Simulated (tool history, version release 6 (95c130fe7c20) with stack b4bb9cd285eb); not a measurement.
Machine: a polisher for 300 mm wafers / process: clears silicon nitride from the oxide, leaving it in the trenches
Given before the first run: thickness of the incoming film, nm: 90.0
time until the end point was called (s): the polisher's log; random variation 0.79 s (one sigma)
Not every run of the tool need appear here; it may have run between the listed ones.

run,hour,flow of slurry (ml/min),pressure of the wafer on the pad (kPa),speed of the pad under the wafer (cm/s),overpolish time after the end point (s),time until the end point was called (s)
1,0.0,275,21.4,112,5,73.155
2,6.9,275,21.4,112,5,71.295
3,13.3,345,21.4,112,5,71.538
4,18.7,345,21.4,112,5,71.278
5,19.7,315,21.4,112,5,72.497
6,25.9,315,21.4,100,5,82.056
7,26.9,315,23.4,100,5,74.515
8,32.2,315,24.8,100,5,70.949

For run 9, what comes out?
9,35.7,315,26.2,100,5,?

time until the end point was called (s): 67.857

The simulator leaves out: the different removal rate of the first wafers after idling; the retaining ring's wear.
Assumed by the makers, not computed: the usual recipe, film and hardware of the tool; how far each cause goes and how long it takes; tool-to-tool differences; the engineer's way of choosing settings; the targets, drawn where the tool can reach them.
